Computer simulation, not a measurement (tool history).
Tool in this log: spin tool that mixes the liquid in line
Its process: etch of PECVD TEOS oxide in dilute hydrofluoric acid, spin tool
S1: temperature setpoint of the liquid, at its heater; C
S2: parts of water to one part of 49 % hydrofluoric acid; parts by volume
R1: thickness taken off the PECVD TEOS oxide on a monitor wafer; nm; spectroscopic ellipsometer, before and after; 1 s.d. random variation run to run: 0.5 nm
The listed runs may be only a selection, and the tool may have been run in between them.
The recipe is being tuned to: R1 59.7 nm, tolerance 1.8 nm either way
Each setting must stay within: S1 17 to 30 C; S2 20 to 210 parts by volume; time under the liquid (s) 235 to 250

{"run": 1, "hour": 0.0, "S1": 22, "S2": 115, "time under the liquid (s)": 235, "R1": 19.983}
{"run": 2, "hour": 4.2, "S1": 22, "S2": 115, "time under the liquid (s)": 235, "R1": 19.778}
{"run": 3, "hour": 11.6, "S1": 22, "S2": 115, "time under the liquid (s)": 250, "R1": 21.058}
{"run": 4, "hour": 15.4, "S1": 22, "S2": 115, "time under the liquid (s)": 235, "R1": 19.611}
{"hour": 16.0, "done": "thermometer replaced"}
{"run": 5, "hour": 16.0, "S1": 22, "S2": 95, "time under the liquid (s)": 235, "R1": 26.547}
{"run": 6, "hour": 20.7, "S1": 22, "S2": 95, "time under the liquid (s)": 235, "R1": 26.744}
{"run": 7, "hour": 23.4, "S1": 24, "S2": 85, "time under the liquid (s)": 235, "R1": 32.717}
{"run": 8, "hour": 31.8, "S1": 25.5, "S2": 80, "time under the liquid (s)": 235, "R1": 36.795}
{"run": 9, "hour": 33.2, "S1": 26.5, "S2": 75, "time under the liquid (s)": 235, "R1": 42.021}
{"run": 10, "hour": 35.3, "S1": 30, "S2": 55, "time under the liquid (s)": 235, "R1": 67.025}

Which one of the following 4 next-run settings gets every result inside its allowed miss? There is exactly one.
{"run": "A", "hour": 37.4, "S1": 30, "S2": 60, "time under the liquid (s)": 250, "R1": "?"}
{"run": "B", "hour": 37.4, "S1": 26.5, "S2": 60, "time under the liquid (s)": 240, "R1": "?"}
{"run": "C", "hour": 37.4, "S1": 29, "S2": 60, "time under the liquid (s)": 240, "R1": "?"}
{"run": "D", "hour": 37.4, "S1": 29.5, "S2": 65, "time under the liquid (s)": 240, "R1": "?"}

move=A R1=64.834
move=B R1=54.217
move=C R1=59.858
move=D R1=55.927
A: moves toward the targets from the last run without getting all of them in spec
B: moves the result that the last run missed by most past its target, out the other side
C: every result within its allowed miss
D: moves the result that the last run missed by most past its target, out the other side
Correct choice: C, which meets every target
